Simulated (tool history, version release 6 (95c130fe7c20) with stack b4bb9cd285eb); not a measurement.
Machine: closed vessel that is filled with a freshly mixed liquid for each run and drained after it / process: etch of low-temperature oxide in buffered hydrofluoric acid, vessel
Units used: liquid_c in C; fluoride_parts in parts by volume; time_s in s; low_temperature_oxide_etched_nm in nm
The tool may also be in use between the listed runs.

run  hour  liquid_c  fluoride_parts  time_s  low_temperature_oxide_etched_nm
  1     0        25              17     105                           138.24
  2   8.3        26            15.5     105                           158.94
  3   9.4        27            14.5     105                           179.54
  4  18.3      27.5            13.5     105                           203.39
  5  22.1        28              13     105                           212.27
  6  27.5      28.5            12.5     105                           228.59
     29.5  -- hydrofluoric acid flow meter replaced
  7  29.5        29              12     105                           233.75
  8  34.3      29.5            11.5     105                           249.91
  9  39.6        30              11     105                           264.77
 10    45      30.5            10.5     105                           286.52

Forecast run 11:
 11  48.2      31.5             9.5     105                                ?

{"run 11": {"low_temperature_oxide_etched_nm": 325.6}}
